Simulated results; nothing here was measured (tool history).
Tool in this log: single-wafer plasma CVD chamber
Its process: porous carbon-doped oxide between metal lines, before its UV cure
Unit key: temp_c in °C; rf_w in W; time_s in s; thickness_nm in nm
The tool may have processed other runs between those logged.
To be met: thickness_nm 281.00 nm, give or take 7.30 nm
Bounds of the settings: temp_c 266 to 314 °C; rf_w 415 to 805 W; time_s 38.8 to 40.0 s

Run 1, hour 0.0: temp_c 290 °C, rf_w 610 W, time_s 38.8 s. Result: thickness_nm 219.08 nm.
Run 2, hour 3.7: temp_c 285 °C, rf_w 645 W, time_s 39.0 s. Result: thickness_nm 239.01 nm.
Run 3, hour 4.3: temp_c 281 °C, rf_w 660 W, time_s 39.1 s. Result: thickness_nm 251.00 nm.
Run 4, hour 10.5: temp_c 278 °C, rf_w 665 W, time_s 39.1 s. Result: thickness_nm 257.23 nm.
Run 5, hour 12.7: temp_c 275 °C, rf_w 670 W, time_s 39.1 s. Result: thickness_nm 264.58 nm.
Run 6, hour 20.8: temp_c 273 °C, rf_w 675 W, time_s 39.1 s. Result: thickness_nm 270.43 nm.
Run 7, hour 22.1: temp_c 272 °C, rf_w 675 W, time_s 39.1 s. Result: thickness_nm 271.64 nm.
Run 8, hour 27.4: temp_c 271 °C, rf_w 675 W, time_s 39.1 s. Result: thickness_nm 274.09 nm.

Next run, 4 choices. One meets every target within its allowed miss, the rest don't. Which?
Run A, hour 32.7: temp_c 269 °C, rf_w 650 W, time_s 38.8 s. Result: thickness_nm ?.
Run B, hour 32.7: temp_c 267 °C, rf_w 655 W, time_s 39.9 s. Result: thickness_nm ?.
Run C, hour 32.7: temp_c 268 °C, rf_w 655 W, time_s 38.8 s. Result: thickness_nm ?.
Run D, hour 32.7: temp_c 273 °C, rf_w 645 W, time_s 38.8 s. Result: thickness_nm ?.

move  thickness_nm
   A        266.42
   B        279.53
   C        270.04
   D        257.25
A: misses by more than the last run did
B: meets every target
C: misses by more than the last run did
D: misses by more than the last run did
The right move is B.
